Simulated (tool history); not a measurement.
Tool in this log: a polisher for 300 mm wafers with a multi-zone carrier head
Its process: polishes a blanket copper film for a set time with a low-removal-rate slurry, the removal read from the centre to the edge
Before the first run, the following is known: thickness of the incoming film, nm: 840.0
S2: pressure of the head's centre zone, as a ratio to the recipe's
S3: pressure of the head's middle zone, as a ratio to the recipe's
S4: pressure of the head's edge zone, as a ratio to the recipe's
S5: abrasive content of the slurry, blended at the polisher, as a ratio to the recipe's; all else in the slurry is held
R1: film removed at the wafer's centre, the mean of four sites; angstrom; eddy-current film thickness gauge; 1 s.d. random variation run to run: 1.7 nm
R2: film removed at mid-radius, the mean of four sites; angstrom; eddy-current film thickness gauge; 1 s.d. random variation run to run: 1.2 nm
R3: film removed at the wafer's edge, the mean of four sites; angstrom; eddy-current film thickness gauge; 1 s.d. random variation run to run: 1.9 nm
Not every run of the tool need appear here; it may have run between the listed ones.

{"run": 1, "hour": 0.0, "flow of slurry (ml/min)": 305, "S2": 1.0, "S3": 1.0, "S4": 1.0, "S5": 1.0, "polishing time (s)": 66, "R1": 1709.8, "R2": 1691.3, "R3": 1620.3}
{"run": 2, "hour": 8.9, "flow of slurry (ml/min)": 305, "S2": 0.97, "S3": 0.99, "S4": 0.98, "S5": 0.95, "polishing time (s)": 66, "R1": 1569.1, "R2": 1676.3, "R3": 1643.0}
{"run": 3, "hour": 10.6, "flow of slurry (ml/min)": 305, "S2": 0.97, "S3": 0.99, "S4": 0.98, "S5": 0.95, "polishing time (s)": 55, "R1": 1312.3, "R2": 1374.1, "R3": 1361.0}
{"run": 4, "hour": 11.7, "flow of slurry (ml/min)": 305, "S2": 1.02, "S3": 0.99, "S4": 0.98, "S5": 0.95, "polishing time (s)": 55, "R1": 1392.1, "R2": 1369.7, "R3": 1313.9}
{"run": 5, "hour": 12.4, "flow of slurry (ml/min)": 310, "S2": 1.01, "S3": 1.0, "S4": 0.98, "S5": 0.95, "polishing time (s)": 55, "R1": 1370.1, "R2": 1403.8, "R3": 1324.2}
{"run": 6, "hour": 17.4, "flow of slurry (ml/min)": 315, "S2": 1.0, "S3": 1.01, "S4": 0.98, "S5": 0.95, "polishing time (s)": 55, "R1": 1358.3, "R2": 1401.4, "R3": 1322.9}
{"run": 7, "hour": 24.6, "flow of slurry (ml/min)": 315, "S2": 0.99, "S3": 1.02, "S4": 0.98, "S5": 0.95, "polishing time (s)": 55, "R1": 1348.5, "R2": 1405.7, "R3": 1320.8}
{"run": 8, "hour": 25.7, "flow of slurry (ml/min)": 315, "S2": 0.98, "S3": 1.03, "S4": 0.98, "S5": 0.95, "polishing time (s)": 55, "R1": 1332.4, "R2": 1424.6, "R3": 1367.9}
{"run": 9, "hour": 31.8, "flow of slurry (ml/min)": 315, "S2": 0.98, "S3": 1.04, "S4": 0.98, "S5": 0.95, "polishing time (s)": 55, "R1": 1343.0, "R2": 1436.3, "R3": 1333.7}
{"run": 10, "hour": 38.8, "flow of slurry (ml/min)": 315, "S2": 0.97, "S3": 1.05, "S4": 0.98, "S5": 0.95, "polishing time (s)": 55, "R1": 1298.7, "R2": 1437.8, "R3": 1353.1}

Estimate the outcome of run 11 from the log above:
{"run": 11, "hour": 44.8, "flow of slurry (ml/min)": 315, "S2": 0.97, "S3": 1.06, "S4": 0.99, "S5": 0.95, "polishing time (s)": 55, "R1": "?", "R2": "?", "R3": "?"}

R1: 1355.2 angstrom
R2: 1460.4 angstrom
R3: 1327.4 angstrom
